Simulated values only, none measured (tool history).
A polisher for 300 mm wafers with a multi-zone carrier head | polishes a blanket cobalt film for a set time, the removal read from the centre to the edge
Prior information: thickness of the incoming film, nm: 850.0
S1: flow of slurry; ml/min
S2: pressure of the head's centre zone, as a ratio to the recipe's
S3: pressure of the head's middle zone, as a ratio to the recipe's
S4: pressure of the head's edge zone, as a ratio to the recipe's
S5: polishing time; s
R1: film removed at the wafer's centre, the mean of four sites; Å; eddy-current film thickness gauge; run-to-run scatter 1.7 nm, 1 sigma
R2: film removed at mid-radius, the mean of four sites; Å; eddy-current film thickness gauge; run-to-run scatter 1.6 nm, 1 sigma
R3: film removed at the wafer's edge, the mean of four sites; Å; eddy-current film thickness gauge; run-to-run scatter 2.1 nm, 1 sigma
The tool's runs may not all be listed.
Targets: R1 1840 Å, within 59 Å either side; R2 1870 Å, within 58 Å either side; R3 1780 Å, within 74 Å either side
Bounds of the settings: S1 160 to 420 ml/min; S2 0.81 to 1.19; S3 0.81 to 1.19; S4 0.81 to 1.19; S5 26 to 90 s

run  hour   S1    S2    S3    S4  S5      R1      R2      R3
  1     0  270     1     1     1  58    1961  2052.5  1971.2
  2   1.3  335     1     1     1  58  2043.8  2035.4  1976.4
  3   5.2  335     1     1  1.08  58    2038  2070.8  2049.3
  4  11.5  335     1  0.97  1.08  58  2050.1  2023.6  2077.4
     15.5  -- worn pad replaced by a new one
  5  15.5  335     1  0.97  1.01  58  2227.6  2260.4  2149.7
  6  21.3  335  0.94  0.97  1.01  58  2119.3  2242.4  2179.3
  7  24.4  290  0.92   0.9  0.91  50  1767.1  1776.8  1800.1
  8  25.6  300  0.92  0.91   0.9  50  1778.3  1821.2  1811.9

Pick the move, out of 5, that brings all results within their allowed miss; only one does.
  A  26.8  335  0.96  0.96   0.9  49   ?   ?   ?
  B  26.8  320  0.91  0.94  0.86  49   ?   ?   ?
  C  26.8  330     1  0.83  0.83  51   ?   ?   ?
  D  26.8  300     1  0.89  0.92  53   ?   ?   ?
  E  26.8  355  0.96  1.16  0.81  45   ?   ?   ?

move      R1      R2      R3
   A  1820.9  1875.1    1776
   B  1730.4  1834.8  1736.9
   C  1958.7  1727.4    1788
   D  2015.3  1883.2    1925
   E  1684.2  2033.6  1563.1
A: every result lands within tolerance
B: moves away from the targets compared with the last run
C: takes the result that was furthest off past its target
D: takes the result that was furthest off past its target
E: moves away from the targets compared with the last run
The move that meets every target is A.
